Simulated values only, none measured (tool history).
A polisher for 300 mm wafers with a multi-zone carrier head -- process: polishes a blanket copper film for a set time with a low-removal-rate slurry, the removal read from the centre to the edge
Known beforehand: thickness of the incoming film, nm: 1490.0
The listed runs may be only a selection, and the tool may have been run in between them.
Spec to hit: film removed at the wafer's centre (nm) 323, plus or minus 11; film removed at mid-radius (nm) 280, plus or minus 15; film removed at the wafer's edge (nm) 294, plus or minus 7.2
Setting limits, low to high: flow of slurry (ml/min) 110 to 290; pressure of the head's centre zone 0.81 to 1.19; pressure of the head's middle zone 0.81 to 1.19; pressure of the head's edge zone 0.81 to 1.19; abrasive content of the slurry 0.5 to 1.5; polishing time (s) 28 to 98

run    day  flow of slurry (ml/min)  pressure of the head's centre zone  pressure of the head's middle zone  pressure of the head's edge zone  abrasive content of the slurry  polishing time (s)  film removed at the wafer's centre (nm)  film removed at mid-radius (nm)  film removed at the wafer's edge (nm)
  1      0                      185                                   1                                   1                                 1                               1                  63                                   214.98                            211.6                                 221.62
  2  0.196                      185                                   1                                   1                                 1                             1.1                  63                                   213.53                           219.29                                 224.37
  3  0.433                      205                                1.06                                0.99                              1.03                             1.2                  66                                   247.22                           240.03                                 245.14
  4  0.775                      215                                 1.1                                0.98                              1.06                             1.3                  67                                   273.12                            245.2                                 254.67
  5  0.846                      215                                 1.1                                0.98                              1.06                             1.3                  81                                   326.46                           298.43                                 314.12
  6  1.079                      215                                 1.1                                0.98                              1.06                             1.5                  81                                   335.87                           297.19                                 316.29
  7  1.283                      205                                 1.1                                0.98                              1.04                             1.5                  81                                   339.83                           300.29                                 316.52
  8  1.408                      200                                 1.1                                0.97                              1.02                            1.45                  80                                   326.71                            285.5                                 306.04
  9  1.583                      200                                 1.1                                0.97                                 1                            1.45                  80                                   327.01                           290.22                                 303.92
 10  1.817                      195                                 1.1                                0.96                              0.99                            1.45                  80                                   322.76                           280.38                                 302.26

Below are 4 possible settings for the next run. Only one of them brings all results inside the allowed miss of their targets. Which is it?
  A  2.05                      190                                1.11                                0.95                              0.97                             1.5                  78                                        ?                                ?                                      ?
  B  2.05                      180                                1.03                                0.95                              0.99                             1.5                  83                                        ?                                ?                                      ?
  C  2.05                      245                                1.01                                0.84                              0.98                            1.05                  88                                        ?                                ?                                      ?
  D  2.05                      185                                1.04                                 0.9                              0.96                             1.4                  84                                        ?                                ?                                      ?

move  film removed at the wafer's centre (nm)  film removed at mid-radius (nm)  film removed at the wafer's edge (nm)
   A                                   322.49                           281.37                                 290.27
   B                                   315.14                           296.92                                 309.94
   C                                   320.96                            277.2                                 315.27
   D                                      319                           284.46                                 305.95
A: every result within its allowed miss
B: the biggest miss grows against the last run
C: the biggest miss grows against the last run
D: the biggest miss grows against the last run
So the answer is move A, the one that meets all the targets.

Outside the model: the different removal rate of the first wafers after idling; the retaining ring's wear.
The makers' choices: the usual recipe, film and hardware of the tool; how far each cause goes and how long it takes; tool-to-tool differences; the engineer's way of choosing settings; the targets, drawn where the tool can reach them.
